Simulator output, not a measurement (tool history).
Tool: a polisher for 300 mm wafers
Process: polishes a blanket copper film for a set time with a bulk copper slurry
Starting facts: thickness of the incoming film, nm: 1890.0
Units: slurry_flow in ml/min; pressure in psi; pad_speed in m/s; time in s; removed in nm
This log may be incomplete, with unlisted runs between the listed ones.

| run | hour | slurry_flow | pressure | pad_speed | slurry_solids | time | removed |
|---|---|---|---|---|---|---|---|
| 1 | 0 | 135 | 3 | 0.9 | 1 | 59 | 563.46 |
| 2 | 4.9 | 135 | 3 | 0.98 | 1 | 59 | 594.78 |
| 3 | 12.9 | 135 | 2.8 | 0.98 | 1 | 59 | 563.07 |
| 4 | 17.3 | 135 | 2.6 | 0.98 | 1 | 59 | 520.79 |
| 5 | 18 | 135 | 2.4 | 0.98 | 1 | 59 | 479.65 |
| 6 | 25 | 150 | 2.4 | 0.98 | 1 | 59 | 488.54 |
| 7 | 33.7 | 150 | 2.3 | 0.98 | 1 | 59 | 475.78 |
| 8 | 34.9 | 150 | 2.2 | 0.98 | 1 | 59 | 452.25 |
| 9 | 35.4 | 150 | 2.1 | 0.98 | 1 | 59 | 441.78 |
| 10 | 36.8 | 150 | 2 | 0.98 | 1 | 59 | 411.41 |
| 11 | 44.1 | 150 | 1.9 | 0.98 | 1 | 59 | 401.19 |

What will run 12 give?
| 12 | 51.7 | 150 | 1.8 | 0.98 | 1 | 59 | ? |

removed: 374.34 nm
